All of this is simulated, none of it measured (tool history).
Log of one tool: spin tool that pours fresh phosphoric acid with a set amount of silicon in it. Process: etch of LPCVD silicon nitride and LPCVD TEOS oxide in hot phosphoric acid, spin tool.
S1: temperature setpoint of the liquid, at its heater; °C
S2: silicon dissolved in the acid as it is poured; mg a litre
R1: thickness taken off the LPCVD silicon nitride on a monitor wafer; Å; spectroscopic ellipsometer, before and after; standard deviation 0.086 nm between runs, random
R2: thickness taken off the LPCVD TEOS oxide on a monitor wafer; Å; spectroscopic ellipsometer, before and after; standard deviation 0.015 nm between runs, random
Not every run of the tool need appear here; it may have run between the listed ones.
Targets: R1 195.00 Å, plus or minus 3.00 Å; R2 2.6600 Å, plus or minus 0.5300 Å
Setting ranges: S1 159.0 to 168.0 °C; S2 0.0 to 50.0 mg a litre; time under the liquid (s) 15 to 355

run 1 day=0.000 | S1=164.0 S2=23.5 time_under_the_liquid_(s)=180 | R1=199.83 R2=4.5629
run 2 day=0.333 | S1=163.5 S2=28.5 time_under_the_liquid_(s)=180 | R1=196.99 R2=3.8479
run 3 day=0.675 | S1=163.5 S2=28.5 time_under_the_liquid_(s)=115 | R1=124.99 R2=2.7849
run 4 day=0.908 | S1=165.0 S2=34.0 time_under_the_liquid_(s)=130 | R1=149.54 R2=2.4607
run 5 day=1.083 | S1=165.0 S2=21.0 time_under_the_liquid_(s)=130 | R1=148.38 R2=4.1692
run 6 day=1.438 | S1=165.0 S2=12.0 time_under_the_liquid_(s)=130 | R1=149.22 R2=5.2121
run 7 day=1.796 | S1=165.0 S2=12.0 time_under_the_liquid_(s)=130 | R1=148.53 R2=5.1558
run 8 day=2.042 | S1=166.0 S2=21.5 time_under_the_liquid_(s)=140 | R1=165.81 R2=4.5712
run 9 day=2.408 | S1=166.5 S2=29.5 time_under_the_liquid_(s)=145 | R1=175.02 R2=3.9772
run 10 day=2.479 | S1=168.0 S2=44.5 time_under_the_liquid_(s)=155 | R1=194.74 R2=1.8984

Which one of the following 5 next-run settings gets every result inside its allowed miss? There is exactly one.
run A day=2.550 | S1=168.0 S2=34.0 time_under_the_liquid_(s)=150 | R1=? R2=?
run B day=2.550 | S1=168.0 S2=41.0 time_under_the_liquid_(s)=155 | R1=? R2=?
run C day=2.550 | S1=167.5 S2=49.0 time_under_the_liquid_(s)=150 | R1=? R2=?
run D day=2.550 | S1=168.0 S2=29.5 time_under_the_liquid_(s)=160 | R1=? R2=?
run E day=2.550 | S1=168.0 S2=48.0 time_under_the_liquid_(s)=155 | R1=? R2=?

move=A R1=190.25 R2=3.6888
move=B R1=196.59 R2=2.5412
move=C R1=187.19 R2=1.7712
move=D R1=202.94 R2=4.7779
move=E R1=196.59 R2=1.8968
A: carries the result that was furthest off beyond its target, to the other side
B: in spec on every target
C: misses by more than the last run did
D: carries the result that was furthest off beyond its target, to the other side
E: as far off as the last run
Correct choice: B, which meets every target
